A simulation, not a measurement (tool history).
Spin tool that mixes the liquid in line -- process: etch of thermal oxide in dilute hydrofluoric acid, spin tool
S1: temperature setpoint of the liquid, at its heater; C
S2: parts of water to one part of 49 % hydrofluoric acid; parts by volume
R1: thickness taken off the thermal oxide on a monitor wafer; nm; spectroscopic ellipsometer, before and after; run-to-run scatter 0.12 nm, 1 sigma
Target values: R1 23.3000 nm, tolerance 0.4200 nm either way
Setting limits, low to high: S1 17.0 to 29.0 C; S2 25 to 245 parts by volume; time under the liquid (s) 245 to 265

Run 1, hour 0.0: S1 21.0 C, S2 135 parts by volume, time under the liquid (s) 245. Result: R1 8.1226 nm.
Run 2, hour 1.7: S1 21.0 C, S2 170 parts by volume, time under the liquid (s) 245. Result: R1 6.2756 nm.
Run 3, hour 2.4: S1 21.0 C, S2 170 parts by volume, time under the liquid (s) 265. Result: R1 6.7567 nm.
Run 4, hour 4.2: S1 21.0 C, S2 205 parts by volume, time under the liquid (s) 265. Result: R1 5.4002 nm.
Run 5, hour 11.3: S1 23.0 C, S2 165 parts by volume, time under the liquid (s) 265. Result: R1 7.5517 nm.
Run 6, hour 19.6: S1 23.0 C, S2 165 parts by volume, time under the liquid (s) 245. Result: R1 6.9439 nm.
Run 7, hour 21.2: S1 24.5 C, S2 130 parts by volume, time under the liquid (s) 245. Result: R1 9.7590 nm.
Run 8, hour 22.3: S1 25.5 C, S2 105 parts by volume, time under the liquid (s) 245. Result: R1 12.9510 nm.
Run 9, hour 29.8: S1 26.5 C, S2 90 parts by volume, time under the liquid (s) 245. Result: R1 16.0050 nm.
Run 10, hour 37.3: S1 26.5 C, S2 90 parts by volume, time under the liquid (s) 245. Result: R1 16.0500 nm.
Run 11, hour 39.7: S1 26.5 C, S2 90 parts by volume, time under the liquid (s) 245. Result: R1 15.9190 nm.
Run 12, hour 48.6: S1 27.0 C, S2 80 parts by volume, time under the liquid (s) 245. Result: R1 18.7980 nm.
Run 13, hour 52.0: S1 27.5 C, S2 75 parts by volume, time under the liquid (s) 245. Result: R1 20.4450 nm.
Run 14, hour 53.5: S1 28.0 C, S2 75 parts by volume, time under the liquid (s) 245. Result: R1 20.9660 nm.
Run 15, hour 62.3: S1 29.0 C, S2 65 parts by volume, time under the liquid (s) 245. Result: R1 25.3850 nm.
Run 16, hour 63.9: S1 28.5 C, S2 65 parts by volume, time under the liquid (s) 245. Result: R1 24.9410 nm.
Run 17, hour 66.5: S1 28.0 C, S2 65 parts by volume, time under the liquid (s) 245. Result: R1 24.4360 nm.
Run 18, hour 75.6: S1 27.5 C, S2 65 parts by volume, time under the liquid (s) 245. Result: R1 24.2060 nm.

4 candidate next runs follow, results not yet known. Just one meets every target within its allowed miss. Identify it.
Run A, hour 84.7: S1 28.5 C, S2 70 parts by volume, time under the liquid (s) 250. Result: R1 ?.
Run B, hour 84.7: S1 23.5 C, S2 65 parts by volume, time under the liquid (s) 265. Result: R1 ?.
Run C, hour 84.7: S1 25.5 C, S2 70 parts by volume, time under the liquid (s) 265. Result: R1 ?.
Run D, hour 84.7: S1 28.0 C, S2 70 parts by volume, time under the liquid (s) 245. Result: R1 ?.

move       R1
   A  23.1740
   B  21.8150
   C  21.8190
   D  22.2710
A: hits every target within its allowed miss
B: carries the result that was furthest off beyond its target, to the other side
C: carries the result that was furthest off beyond its target, to the other side
D: carries the result that was furthest off beyond its target, to the other side
A meets every target.

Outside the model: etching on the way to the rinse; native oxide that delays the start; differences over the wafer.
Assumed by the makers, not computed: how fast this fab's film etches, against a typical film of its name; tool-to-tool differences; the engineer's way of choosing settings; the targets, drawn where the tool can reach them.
